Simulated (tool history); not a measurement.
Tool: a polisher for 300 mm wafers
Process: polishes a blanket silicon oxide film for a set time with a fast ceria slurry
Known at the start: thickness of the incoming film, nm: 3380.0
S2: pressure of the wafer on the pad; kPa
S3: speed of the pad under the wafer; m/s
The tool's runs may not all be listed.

{"run": 1, "hour": 0.0, "flow of slurry (ml/min)": 260, "S2": 21.4, "S3": 0.78, "polishing time (s)": 71, "film removed (nm)": 785.65}
{"run": 2, "hour": 7.9, "flow of slurry (ml/min)": 260, "S2": 20.7, "S3": 0.78, "polishing time (s)": 71, "film removed (nm)": 774.49}
{"run": 3, "hour": 15.2, "flow of slurry (ml/min)": 300, "S2": 20.7, "S3": 0.78, "polishing time (s)": 71, "film removed (nm)": 774.03}
{"run": 4, "hour": 21.8, "flow of slurry (ml/min)": 330, "S2": 20.7, "S3": 0.78, "polishing time (s)": 71, "film removed (nm)": 777.25}
{"run": 5, "hour": 23.4, "flow of slurry (ml/min)": 330, "S2": 25.5, "S3": 0.78, "polishing time (s)": 71, "film removed (nm)": 946.31}
{"run": 6, "hour": 30.1, "flow of slurry (ml/min)": 330, "S2": 25.5, "S3": 0.78, "polishing time (s)": 71, "film removed (nm)": 950.49}
{"run": 7, "hour": 35.2, "flow of slurry (ml/min)": 330, "S2": 23.4, "S3": 0.78, "polishing time (s)": 71, "film removed (nm)": 879.88}
{"hour": 42.8, "done": "worn pad replaced by a new one"}
{"run": 8, "hour": 42.8, "flow of slurry (ml/min)": 330, "S2": 22.1, "S3": 0.78, "polishing time (s)": 71, "film removed (nm)": 862.29}

Run 9 comes next. What will it give?
{"run": 9, "hour": 43.5, "flow of slurry (ml/min)": 310, "S2": 20.7, "S3": 0.78, "polishing time (s)": 71, "film removed (nm)": "?"}

{"run 9": {"film removed (nm)": 810.85}}
